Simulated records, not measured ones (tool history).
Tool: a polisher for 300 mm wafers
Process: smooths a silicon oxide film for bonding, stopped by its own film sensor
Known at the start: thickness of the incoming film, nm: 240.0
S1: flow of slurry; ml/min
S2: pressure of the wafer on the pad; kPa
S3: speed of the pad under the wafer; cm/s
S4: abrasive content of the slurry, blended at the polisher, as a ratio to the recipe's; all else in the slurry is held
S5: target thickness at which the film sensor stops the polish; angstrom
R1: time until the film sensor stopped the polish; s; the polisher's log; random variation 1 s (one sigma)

{"run": 1, "day": 0.0, "S1": 295, "S2": 9.0, "S3": 86, "S4": 1.0, "S5": 2140, "R1": 53.08}
{"run": 2, "day": 0.292, "S1": 295, "S2": 9.0, "S3": 86, "S4": 1.0, "S5": 2180, "R1": 44.894}
{"run": 3, "day": 0.338, "S1": 295, "S2": 9.0, "S3": 86, "S4": 1.2, "S5": 2180, "R1": 40.936}
{"run": 4, "day": 0.379, "S1": 295, "S2": 7.6, "S3": 74, "S4": 1.2, "S5": 2180, "R1": 51.551}
{"run": 5, "day": 0.575, "S1": 295, "S2": 7.6, "S3": 74, "S4": 1.2, "S5": 2140, "R1": 62.156}
{"run": 6, "day": 0.65, "S1": 295, "S2": 6.9, "S3": 70, "S4": 1.2, "S5": 2140, "R1": 68.171}

Forecast run 7:
{"run": 7, "day": 0.871, "S1": 295, "S2": 6.2, "S3": 66, "S4": 1.2, "S5": 2140, "R1": "?"}

{"run 7": {"R1": 76.233}}
